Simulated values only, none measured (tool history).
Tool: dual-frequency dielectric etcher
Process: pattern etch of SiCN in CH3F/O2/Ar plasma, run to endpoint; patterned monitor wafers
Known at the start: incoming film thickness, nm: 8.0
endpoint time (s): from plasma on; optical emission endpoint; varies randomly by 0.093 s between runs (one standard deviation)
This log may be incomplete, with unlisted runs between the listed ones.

run	hour	source power (kW)	bias power (kW)	endpoint time (s)
1	0.0	0.370	0.059	23.732
2	6.0	0.370	0.052	24.628
3	11.1	0.420	0.052	23.087
4	15.7	0.420	0.042	24.749
5	22.2	0.420	0.038	25.586
6	29.3	0.480	0.038	23.541
7	35.6	0.480	0.039	23.623
8	37.9	0.480	0.041	23.102
9	43.6	0.480	0.042	22.918

Run 10 comes next. What will it give?
10	45.2	0.480	0.043	?

Run 10 gave endpoint time (s) 22.907.
